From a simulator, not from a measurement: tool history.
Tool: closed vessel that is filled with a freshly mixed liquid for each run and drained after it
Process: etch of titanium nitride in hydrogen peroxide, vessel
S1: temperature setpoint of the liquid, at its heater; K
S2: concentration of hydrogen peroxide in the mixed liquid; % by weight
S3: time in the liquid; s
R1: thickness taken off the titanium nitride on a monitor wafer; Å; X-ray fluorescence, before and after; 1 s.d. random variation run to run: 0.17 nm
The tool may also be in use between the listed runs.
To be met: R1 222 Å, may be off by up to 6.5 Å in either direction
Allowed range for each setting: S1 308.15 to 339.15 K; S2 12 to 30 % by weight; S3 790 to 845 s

Run 1, day 0: S1 324.15 K, S2 22.5 % by weight, S3 790 s. Result: R1 375.45 Å.
Run 2, day 0.129: S1 322.15 K, S2 22.5 % by weight, S3 790 s. Result: R1 325.68 Å.
Run 3, day 0.442: S1 322.15 K, S2 22.5 % by weight, S3 790 s. Result: R1 328.56 Å.
Run 4, day 0.721: S1 320.65 K, S2 22.5 % by weight, S3 790 s. Result: R1 288.62 Å.
Run 5, day 0.908: S1 320.65 K, S2 22.5 % by weight, S3 845 s. Result: R1 311.75 Å.
Run 6, day 1.158: S1 319.65 K, S2 22.5 % by weight, S3 845 s. Result: R1 288.18 Å.
Run 7, day 1.2: S1 318.65 K, S2 22.5 % by weight, S3 845 s. Result: R1 268.98 Å.
Run 8, day 1.246: S1 315.65 K, S2 22.5 % by weight, S3 845 s. Result: R1 216.5 Å.

Next run, 4 choices. One meets every target within its allowed miss, the rest don't. Which?
Run A, day 1.292: S1 316.15 K, S2 21.5 % by weight, S3 790 s. Result: R1 ?.
Run B, day 1.292: S1 315.15 K, S2 23.5 % by weight, S3 835 s. Result: R1 ?.
Run C, day 1.292: S1 315.15 K, S2 22 % by weight, S3 845 s. Result: R1 ?.
Run D, day 1.292: S1 316.65 K, S2 24 % by weight, S3 790 s. Result: R1 ?.

move      R1
   A  206.81
   B  206.58
   C  206.09
   D  219.92
A: the biggest miss grows against the last run
B: the biggest miss grows against the last run
C: the biggest miss grows against the last run
D: every result within its allowed miss
Move D is the one to make.
